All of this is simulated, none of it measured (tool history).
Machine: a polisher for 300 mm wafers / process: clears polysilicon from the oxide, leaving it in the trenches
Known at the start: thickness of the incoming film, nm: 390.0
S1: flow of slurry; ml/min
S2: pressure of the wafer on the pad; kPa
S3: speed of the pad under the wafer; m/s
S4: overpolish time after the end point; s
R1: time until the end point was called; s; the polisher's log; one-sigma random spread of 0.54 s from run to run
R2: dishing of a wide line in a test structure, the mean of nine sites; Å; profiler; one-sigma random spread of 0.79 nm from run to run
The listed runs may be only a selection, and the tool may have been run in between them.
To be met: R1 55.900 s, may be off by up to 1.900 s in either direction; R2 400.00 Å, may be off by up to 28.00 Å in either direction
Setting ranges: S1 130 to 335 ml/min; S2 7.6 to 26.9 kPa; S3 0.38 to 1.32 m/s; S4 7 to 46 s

run 1 hour=0.0 | S1=215 S2=17.2 S3=0.84 S4=24 | R1=46.626 R2=439.99
run 2 hour=8.1 | S1=215 S2=20.7 S3=0.84 S4=24 | R1=37.908 R2=429.61
run 3 hour=16.1 | S1=215 S2=20.7 S3=0.94 S4=24 | R1=35.076 R2=444.88
run 4 hour=21.3 | S1=215 S2=22.1 S3=0.94 S4=24 | R1=32.437 R2=423.72
run 5 hour=23.2 | S1=215 S2=22.1 S3=0.84 S4=24 | R1=35.730 R2=450.33
run 6 hour=24.5 | S1=215 S2=17.9 S3=0.84 S4=24 | R1=44.754 R2=423.48
run 7 hour=32.0 | S1=215 S2=17.2 S3=0.84 S4=22 | R1=45.245 R2=446.69
run 8 hour=39.3 | S1=215 S2=17.2 S3=0.84 S4=22 | R1=46.236 R2=431.33
run 9 hour=46.8 | S1=210 S2=16.5 S3=0.84 S4=19 | R1=47.485 R2=419.59
run 10 hour=47.7 | S1=210 S2=16.5 S3=0.84 S4=19 | R1=47.672 R2=425.74
run 11 hour=55.9 | S1=205 S2=15.9 S3=0.84 S4=17 | R1=49.329 R2=412.05
run 12 hour=57.1 | S1=200 S2=15.2 S3=0.84 S4=17 | R1=52.648 R2=420.03
run 13 hour=60.3 | S1=200 S2=15.2 S3=0.84 S4=17 | R1=52.429 R2=399.18
run 14 hour=64.2 | S1=200 S2=15.2 S3=0.84 S4=18 | R1=52.009 R2=411.66
run 15 hour=65.5 | S1=195 S2=15.2 S3=0.84 S4=18 | R1=53.005 R2=419.48
run 16 hour=70.1 | S1=190 S2=15.2 S3=0.84 S4=17 | R1=52.642 R2=421.38
run 17 hour=71.3 | S1=190 S2=15.2 S3=0.84 S4=15 | R1=52.638 R2=398.07
run 18 hour=80.1 | S1=185 S2=15.2 S3=0.84 S4=15 | R1=53.288 R2=384.73

Which of these 5 next moves meets every target?
run A hour=88.9 | S1=230 S2=13.8 S3=0.94 S4=11 | R1=? R2=?
run B hour=88.9 | S1=130 S2=18.6 S3=0.76 S4=17 | R1=? R2=?
run C hour=88.9 | S1=165 S2=20.0 S3=0.66 S4=26 | R1=? R2=?
run D hour=88.9 | S1=190 S2=14.5 S3=0.82 S4=9 | R1=? R2=?
run E hour=88.9 | S1=265 S2=15.2 S3=0.76 S4=17 | R1=? R2=?

move=A R1=50.588 R2=383.76
move=B R1=49.160 R2=425.04
move=C R1=51.272 R2=439.10
move=D R1=56.078 R2=342.60
move=E R1=56.038 R2=416.32
A: lands further from the targets than the last run did
B: lands further from the targets than the last run did
C: lands further from the targets than the last run did
D: the furthest-off result lands on target, but another misses its tolerance
E: meets every target
Go with E: it meets all targets.

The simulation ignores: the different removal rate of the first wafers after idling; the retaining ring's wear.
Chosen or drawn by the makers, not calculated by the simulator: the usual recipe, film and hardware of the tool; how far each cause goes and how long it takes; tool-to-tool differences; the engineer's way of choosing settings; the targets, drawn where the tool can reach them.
